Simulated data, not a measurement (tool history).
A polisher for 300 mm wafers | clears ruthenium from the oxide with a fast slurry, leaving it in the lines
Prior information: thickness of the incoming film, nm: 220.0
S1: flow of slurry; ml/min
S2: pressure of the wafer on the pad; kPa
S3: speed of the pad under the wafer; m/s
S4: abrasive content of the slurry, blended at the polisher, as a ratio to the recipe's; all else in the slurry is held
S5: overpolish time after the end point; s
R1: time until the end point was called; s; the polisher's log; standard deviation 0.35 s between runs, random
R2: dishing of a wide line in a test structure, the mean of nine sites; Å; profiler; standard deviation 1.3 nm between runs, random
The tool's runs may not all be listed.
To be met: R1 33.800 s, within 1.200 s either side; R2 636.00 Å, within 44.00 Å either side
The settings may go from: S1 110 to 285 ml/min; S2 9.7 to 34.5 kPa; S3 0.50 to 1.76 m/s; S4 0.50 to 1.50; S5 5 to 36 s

run 1 day=0.000 | S1=180 S2=22.1 S3=1.12 S4=1.00 S5=18 | R1=49.765 R2=611.21
run 2 day=0.033 | S1=180 S2=26.9 S3=1.12 S4=1.00 S5=18 | R1=41.479 R2=783.59
run 3 day=0.196 | S1=190 S2=28.3 S3=1.14 S4=1.00 S5=15 | R1=38.448 R2=650.89
run 4 day=0.242 | S1=200 S2=29.0 S3=1.14 S4=1.00 S5=14 | R1=37.084 R2=696.35
run 5 day=0.267 | S1=200 S2=33.8 S3=1.14 S4=1.00 S5=14 | R1=31.914 R2=755.16
run 6 day=0.533 | S1=200 S2=33.8 S3=1.14 S4=0.85 S5=14 | R1=36.131 R2=678.94
run 7 day=0.654 | S1=205 S2=33.8 S3=1.16 S4=0.85 S5=13 | R1=36.229 R2=654.14
run 8 day=0.900 | S1=205 S2=33.8 S3=1.18 S4=0.85 S5=12 | R1=35.243 R2=625.39
-- day=1.021 slurry blender recalibrated
run 9 day=1.021 | S1=215 S2=34.5 S3=1.18 S4=0.85 S5=12 | R1=30.405 R2=682.95
run 10 day=1.308 | S1=210 S2=34.5 S3=1.18 S4=0.85 S5=12 | R1=31.067 R2=665.12
run 11 day=1.371 | S1=205 S2=34.5 S3=1.18 S4=0.85 S5=12 | R1=30.630 R2=678.18
run 12 day=1.742 | S1=205 S2=33.8 S3=1.18 S4=0.85 S5=12 | R1=30.874 R2=670.28
run 13 day=1.992 | S1=205 S2=33.1 S3=1.18 S4=0.85 S5=12 | R1=31.640 R2=668.81

Which single option among these 4 for the next run brings every result within its allowed miss of target? Just one does.
run A day=2.242 | S1=215 S2=32.4 S3=1.08 S4=1.00 S5=13 | R1=? R2=?
run B day=2.242 | S1=225 S2=33.1 S3=1.06 S4=0.95 S5=14 | R1=? R2=?
run C day=2.242 | S1=170 S2=28.3 S3=1.38 S4=0.85 S5=12 | R1=? R2=?
run D day=2.242 | S1=175 S2=34.5 S3=1.34 S4=0.75 S5=11 | R1=? R2=?

move=A R1=30.792 R2=710.58
move=B R1=31.452 R2=742.14
move=C R1=33.622 R2=617.20
move=D R1=31.287 R2=609.34
A: its largest miss is bigger than the last run's
B: its largest miss is bigger than the last run's
C: all results in spec
D: its largest miss is bigger than the last run's
C meets every target.

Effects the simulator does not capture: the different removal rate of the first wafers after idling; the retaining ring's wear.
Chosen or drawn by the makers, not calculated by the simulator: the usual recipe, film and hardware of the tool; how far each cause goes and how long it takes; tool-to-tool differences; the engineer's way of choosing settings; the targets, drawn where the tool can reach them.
